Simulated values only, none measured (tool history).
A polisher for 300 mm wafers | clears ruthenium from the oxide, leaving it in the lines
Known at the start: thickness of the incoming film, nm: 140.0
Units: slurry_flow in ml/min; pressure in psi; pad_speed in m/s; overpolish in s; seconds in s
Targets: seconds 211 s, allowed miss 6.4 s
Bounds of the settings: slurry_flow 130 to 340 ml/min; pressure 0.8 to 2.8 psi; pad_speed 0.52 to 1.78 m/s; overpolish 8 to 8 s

| run | hour | slurry_flow | pressure | pad_speed | overpolish | seconds |
|---|---|---|---|---|---|---|
| 1 | 0 | 220 | 1.8 | 1.14 | 8 | 125.72 |
| 2 | 3.9 | 220 | 1.6 | 1.14 | 8 | 140.15 |
| 3 | 7.9 | 220 | 1.4 | 1.14 | 8 | 151.96 |
| 4 | 10.9 | 220 | 1.3 | 1.12 | 8 | 161.52 |
| 5 | 19.9 | 250 | 1.3 | 1.12 | 8 | 160.35 |
| 6 | 21.8 | 250 | 1.7 | 1.12 | 8 | 134.68 |
| 7 | 25.5 | 250 | 1.5 | 1.1 | 8 | 145.11 |
| 8 | 26.6 | 235 | 1.3 | 1.1 | 8 | 160.55 |
|  | 33.8 | slurry nozzle cleaned |
| 9 | 33.8 | 235 | 1.2 | 1.08 | 8 | 167.9 |
| 10 | 34.8 | 235 | 1.1 | 1.06 | 8 | 183.08 |
| 11 | 42 | 235 | 1 | 1.06 | 8 | 192.39 |
| 12 | 46.3 | 225 | 0.8 | 1.06 | 8 | 219.74 |
| 13 | 53.5 | 230 | 0.8 | 1.06 | 8 | 219.33 |

Which of these 4 next moves meets every target?
| A | 60.7 | 155 | 1.2 | 0.96 | 8 | ? |
| B | 60.7 | 240 | 0.9 | 0.96 | 8 | ? |
| C | 60.7 | 230 | 0.8 | 1.1 | 8 | ? |
| D | 60.7 | 225 | 0.8 | 1.02 | 8 | ? |

| move | seconds |
|---|---|
| A | 195.27 |
| B | 222.67 |
| C | 212.43 |
| D | 226.96 |
A: takes the result that was furthest off past its target
B: further off than the last run
C: meets every target
D: further off than the last run
Move C is the one to make.
